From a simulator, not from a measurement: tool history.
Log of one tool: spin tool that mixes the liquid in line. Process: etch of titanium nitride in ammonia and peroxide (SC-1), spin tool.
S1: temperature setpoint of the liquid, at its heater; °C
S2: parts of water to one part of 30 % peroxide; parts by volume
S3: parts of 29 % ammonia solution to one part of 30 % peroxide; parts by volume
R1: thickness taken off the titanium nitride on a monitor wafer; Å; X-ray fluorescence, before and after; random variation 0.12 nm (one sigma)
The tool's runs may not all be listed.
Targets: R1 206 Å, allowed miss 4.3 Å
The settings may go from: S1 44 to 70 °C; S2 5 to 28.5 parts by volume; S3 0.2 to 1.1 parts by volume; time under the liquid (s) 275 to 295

{"run": 1, "hour": 0.0, "S1": 60, "S2": 15.5, "S3": 0.6, "time under the liquid (s)": 275, "R1": 243.32}
{"run": 2, "hour": 3.8, "S1": 60, "S2": 12.5, "S3": 0.6, "time under the liquid (s)": 275, "R1": 273.14}
{"run": 3, "hour": 10.9, "S1": 60, "S2": 12.5, "S3": 0.8, "time under the liquid (s)": 275, "R1": 285.32}
{"run": 4, "hour": 11.6, "S1": 60, "S2": 12.5, "S3": 0.8, "time under the liquid (s)": 295, "R1": 308.3}
{"run": 5, "hour": 13.1, "S1": 58, "S2": 12.5, "S3": 0.8, "time under the liquid (s)": 295, "R1": 270.67}
{"run": 6, "hour": 18.9, "S1": 58, "S2": 15.5, "S3": 0.8, "time under the liquid (s)": 295, "R1": 242.27}
{"run": 7, "hour": 27.1, "S1": 57, "S2": 15.5, "S3": 0.8, "time under the liquid (s)": 295, "R1": 227.92}
{"run": 8, "hour": 35.1, "S1": 56.5, "S2": 15.5, "S3": 0.8, "time under the liquid (s)": 295, "R1": 219.47}
{"run": 9, "hour": 37.5, "S1": 56, "S2": 15.5, "S3": 0.8, "time under the liquid (s)": 295, "R1": 211.83}

4 next moves are on the table. One of them brings every result within its allowed miss. Which?
{"run": "A", "hour": 39.9, "S1": 56, "S2": 13, "S3": 0.85, "time under the liquid (s)": 275, "R1": "?"}
{"run": "B", "hour": 39.9, "S1": 54.5, "S2": 15.5, "S3": 0.85, "time under the liquid (s)": 295, "R1": "?"}
{"run": "C", "hour": 39.9, "S1": 53, "S2": 10.5, "S3": 1.1, "time under the liquid (s)": 275, "R1": "?"}
{"run": "D", "hour": 39.9, "S1": 57, "S2": 17, "S3": 0.75, "time under the liquid (s)": 295, "R1": "?"}

move=A R1=219.4
move=B R1=193.74
move=C R1=208.03
move=D R1=213.38
A: further off than the last run
B: takes the result that was furthest off past its target
C: meets every target
D: further off than the last run
The right move is C.
